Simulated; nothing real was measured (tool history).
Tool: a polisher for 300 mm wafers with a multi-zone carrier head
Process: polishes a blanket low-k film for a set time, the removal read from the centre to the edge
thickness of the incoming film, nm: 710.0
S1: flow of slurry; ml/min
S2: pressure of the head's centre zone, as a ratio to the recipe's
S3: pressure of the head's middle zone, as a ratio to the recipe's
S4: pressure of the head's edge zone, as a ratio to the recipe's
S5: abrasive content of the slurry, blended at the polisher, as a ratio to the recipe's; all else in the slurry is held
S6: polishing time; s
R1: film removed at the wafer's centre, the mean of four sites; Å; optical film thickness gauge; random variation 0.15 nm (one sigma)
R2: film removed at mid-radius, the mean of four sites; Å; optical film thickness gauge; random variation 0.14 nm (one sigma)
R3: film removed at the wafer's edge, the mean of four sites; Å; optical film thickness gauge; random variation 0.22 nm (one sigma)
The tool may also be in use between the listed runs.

run	hour	S1	S2	S3	S4	S5	S6	R1	R2	R3
1	0	170	1	1	1	1	38	142.72	140.92	139.87
2	1.1	180	1.01	1.01	1.02	1	38	144.09	141.43	142.27
3	3.6	185	1.02	1.03	1.03	1	38	143.73	146.98	142.36
4	10.2	190	1.03	1.03	1.04	1	38	147.28	146.79	145.85
5	12.5	195	1.04	1.04	1.05	1	38	149.69	147.78	138.79
6	14.5	195	1.07	1.04	1.05	1	38	153.37	149.72	143.87

The next listed run, before its measurement:
7	17.9	195	1.07	1.04	1.06	1.05	38	?	?	?

Run 7 gave R1 157.25 Å, R2 151.72 Å, R3 150.88 Å.

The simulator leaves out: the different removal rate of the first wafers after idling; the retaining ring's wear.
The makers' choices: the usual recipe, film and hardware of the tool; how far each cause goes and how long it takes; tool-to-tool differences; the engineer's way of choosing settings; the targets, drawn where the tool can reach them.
